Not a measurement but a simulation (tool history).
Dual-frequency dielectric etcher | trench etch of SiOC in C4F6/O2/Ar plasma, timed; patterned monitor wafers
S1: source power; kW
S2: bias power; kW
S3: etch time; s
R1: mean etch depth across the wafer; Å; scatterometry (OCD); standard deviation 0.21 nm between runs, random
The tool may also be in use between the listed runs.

run	day	S1	S2	S3	R1
1	0	0.35	0.227	31	575.56
2	0.375	0.35	0.227	32.5	607.2
3	0.621	0.31	0.227	32.5	569.44
4	0.754	0.3	0.225	32.5	558.45
5	0.888	0.28	0.225	32.5	541.95
6	1.196	0.28	0.225	31	519.32
7	1.342	0.27	0.224	31	507.27
8	1.525	0.27	0.223	31	505.62
9	1.662	0.27	0.222	31	500.89
10	1.812	0.27	0.221	31	505.44
11	2.171	0.27	0.221	31	506.62
12	2.467	0.27	0.22	31	508.03
13	2.492	0.27	0.219	31	504.29
14	2.796	0.27	0.218	31	506.67
15	3.054	0.22	0.204	31	441.1

Predict the results of run 16:
16	3.217	0.26	0.208	31	?

Run 16 yielded R1 490.62 Å.
